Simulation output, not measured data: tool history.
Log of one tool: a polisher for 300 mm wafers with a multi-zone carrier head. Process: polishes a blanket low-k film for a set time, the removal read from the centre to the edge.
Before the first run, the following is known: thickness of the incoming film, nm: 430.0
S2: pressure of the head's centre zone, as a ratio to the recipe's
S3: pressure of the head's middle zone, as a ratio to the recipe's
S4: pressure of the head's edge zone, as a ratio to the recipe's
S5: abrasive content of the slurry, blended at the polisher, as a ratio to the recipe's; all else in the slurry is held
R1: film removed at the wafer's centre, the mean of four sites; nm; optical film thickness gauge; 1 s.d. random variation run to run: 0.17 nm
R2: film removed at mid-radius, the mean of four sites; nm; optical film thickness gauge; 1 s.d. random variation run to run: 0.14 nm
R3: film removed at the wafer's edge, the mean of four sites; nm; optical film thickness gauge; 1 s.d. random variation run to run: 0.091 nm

Run 1, hour 0.0: flow of slurry (ml/min) 210, S2 1.00, S3 1.00, S4 1.00, S5 1.00, polishing time (s) 31. Result: R1 9.1745 nm, R2 9.3103 nm, R3 9.2292 nm.
Run 2, hour 8.1: flow of slurry (ml/min) 220, S2 1.02, S3 1.02, S4 1.03, S5 1.10, polishing time (s) 31. Result: R1 9.9465 nm, R2 9.7515 nm, R3 9.8237 nm.
Run 3, hour 11.3: flow of slurry (ml/min) 225, S2 1.03, S3 1.05, S4 1.04, S5 1.15, polishing time (s) 31. Result: R1 10.4700 nm, R2 10.1450 nm, R3 9.9942 nm.
Run 4, hour 13.5: flow of slurry (ml/min) 230, S2 1.02, S3 1.07, S4 1.05, S5 1.20, polishing time (s) 31. Result: R1 10.2330 nm, R2 10.4320 nm, R3 10.2880 nm.
Run 5, hour 21.6: flow of slurry (ml/min) 230, S2 0.95, S3 1.07, S4 1.05, S5 1.20, polishing time (s) 31. Result: R1 9.7042 nm, R2 10.4060 nm, R3 10.1760 nm.
Run 6, hour 28.2: flow of slurry (ml/min) 235, S2 0.97, S3 1.09, S4 1.05, S5 1.25, polishing time (s) 31. Result: R1 10.1040 nm, R2 10.9150 nm, R3 10.4250 nm.
At hour 33.3: worn pad replaced by a new one.
Run 7, hour 33.3: flow of slurry (ml/min) 240, S2 0.99, S3 1.10, S4 1.06, S5 1.30, polishing time (s) 31. Result: R1 11.4030 nm, R2 12.4120 nm, R3 11.7560 nm.

What will run 8 give?
Run 8, hour 38.5: flow of slurry (ml/min) 240, S2 0.99, S3 1.10, S4 1.06, S5 1.30, polishing time (s) 31. Result: R1 ?, R2 ?, R3 ?.

{"run 8": {"R1": 11.679, "R2": 12.439, "R3": 11.797}}
